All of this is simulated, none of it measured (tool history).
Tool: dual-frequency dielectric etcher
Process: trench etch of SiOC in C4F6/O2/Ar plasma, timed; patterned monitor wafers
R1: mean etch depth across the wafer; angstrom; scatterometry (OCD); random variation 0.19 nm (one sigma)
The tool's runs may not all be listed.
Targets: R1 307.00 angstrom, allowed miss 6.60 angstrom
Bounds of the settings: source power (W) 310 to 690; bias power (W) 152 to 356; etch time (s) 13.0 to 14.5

run 1 hour=0.0 | source_power_(W)=500 bias_power_(W)=254 etch_time_(s)=14.5 | R1=346.40
run 2 hour=8.4 | source_power_(W)=500 bias_power_(W)=220 etch_time_(s)=14.5 | R1=332.59
run 3 hour=11.5 | source_power_(W)=500 bias_power_(W)=220 etch_time_(s)=14.5 | R1=335.53
run 4 hour=13.2 | source_power_(W)=460 bias_power_(W)=220 etch_time_(s)=14.5 | R1=325.27
run 5 hour=14.6 | source_power_(W)=430 bias_power_(W)=220 etch_time_(s)=14.5 | R1=316.84
run 6 hour=23.2 | source_power_(W)=430 bias_power_(W)=260 etch_time_(s)=14.5 | R1=331.96
run 7 hour=29.6 | source_power_(W)=410 bias_power_(W)=256 etch_time_(s)=14.5 | R1=326.68
run 8 hour=30.4 | source_power_(W)=390 bias_power_(W)=252 etch_time_(s)=14.5 | R1=316.39

Which of these 5 next moves meets every target?
run A hour=31.2 | source_power_(W)=430 bias_power_(W)=233 etch_time_(s)=14.5 | R1=?
run B hour=31.2 | source_power_(W)=440 bias_power_(W)=215 etch_time_(s)=14.5 | R1=?
run C hour=31.2 | source_power_(W)=320 bias_power_(W)=223 etch_time_(s)=14.5 | R1=?
run D hour=31.2 | source_power_(W)=410 bias_power_(W)=255 etch_time_(s)=14.5 | R1=?
run E hour=31.2 | source_power_(W)=410 bias_power_(W)=235 etch_time_(s)=14.0 | R1=?

move=A R1=325.27
move=B R1=322.47
move=C R1=290.15
move=D R1=326.18
move=E R1=309.31
A: further off than the last run
B: further off than the last run
C: takes the result that was furthest off past its target
D: further off than the last run
E: meets every target
Move E is the one to make.
